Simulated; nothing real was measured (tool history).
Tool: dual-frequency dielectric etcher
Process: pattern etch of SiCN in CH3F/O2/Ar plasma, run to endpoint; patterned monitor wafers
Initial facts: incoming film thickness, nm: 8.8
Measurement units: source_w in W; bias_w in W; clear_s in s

run 1 day=0.000 | source_w=320 bias_w=77 | clear_s=26.184
run 2 day=0.325 | source_w=320 bias_w=84 | clear_s=25.428
run 3 day=0.512 | source_w=270 bias_w=84 | clear_s=26.711
run 4 day=0.567 | source_w=320 bias_w=87 | clear_s=25.501
run 5 day=0.758 | source_w=360 bias_w=93 | clear_s=23.841
run 6 day=1.062 | source_w=360 bias_w=86 | clear_s=24.484

What does the tool deliver on the next run?
run 7 day=1.400 | source_w=390 bias_w=89 | clear_s=?

{"run 7": {"clear_s": 23.766}}
